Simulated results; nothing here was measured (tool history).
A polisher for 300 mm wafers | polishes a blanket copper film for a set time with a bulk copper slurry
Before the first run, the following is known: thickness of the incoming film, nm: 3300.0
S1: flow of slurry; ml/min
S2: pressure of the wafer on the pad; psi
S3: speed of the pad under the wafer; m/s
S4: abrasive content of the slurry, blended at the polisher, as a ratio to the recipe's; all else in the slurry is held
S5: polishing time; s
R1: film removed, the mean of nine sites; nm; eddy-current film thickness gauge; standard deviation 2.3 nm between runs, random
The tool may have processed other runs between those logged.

run,hour,S1,S2,S3,S4,S5,R1
1,0,290,2.1,1.04,1,32,217.39
2,1.9,290,2.3,1.04,1,32,237.71
3,3.4,290,1.9,1.04,1,32,197.24
4,6.8,290,1.9,1.04,1,32,197.82
5,9.6,290,1.9,1.04,1.15,32,206.82
6,14.1,255,1.9,1.04,1.15,32,204.58
7,19.3,255,2.1,1.04,1.15,32,223.61
8,20.7,255,2.3,1.04,1.15,32,246.53
9,26.7,255,2.4,1.04,1.15,32,255.6

Forecast run 10:
10,28.5,255,2.5,1.04,1.15,32,?

Run 10 yielded R1 265.8 nm.
